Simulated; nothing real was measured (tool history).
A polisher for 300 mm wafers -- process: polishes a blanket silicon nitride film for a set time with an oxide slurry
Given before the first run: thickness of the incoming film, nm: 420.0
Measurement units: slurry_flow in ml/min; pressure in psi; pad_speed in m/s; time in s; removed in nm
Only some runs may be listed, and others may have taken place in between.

run  hour  slurry_flow  pressure  pad_speed  slurry_solids  time  removed
  1     0          230       4.5       1.06              1    70   59.351
  2   3.1          285       4.5       1.06              1    70     60.1
  3  10.9          285       4.7       1.06              1    70   62.816
  4  17.3          285       4.7       1.06              1    70   62.033
  5  18.3          285       4.9       1.06              1    70   64.765
  6  22.3          285       5.1       1.06              1    70   66.334
  7  28.7          285       5.3       1.06              1    70   69.311
  8  33.8          285       5.3       1.06              1    70   66.801
  9  40.9          285       5.5       1.06              1    70   71.798

Run 10 is up next; what results do you expect?
 10  43.4          285       5.6       1.06              1    70        ?

{"run 10": {"removed": 71.881}}

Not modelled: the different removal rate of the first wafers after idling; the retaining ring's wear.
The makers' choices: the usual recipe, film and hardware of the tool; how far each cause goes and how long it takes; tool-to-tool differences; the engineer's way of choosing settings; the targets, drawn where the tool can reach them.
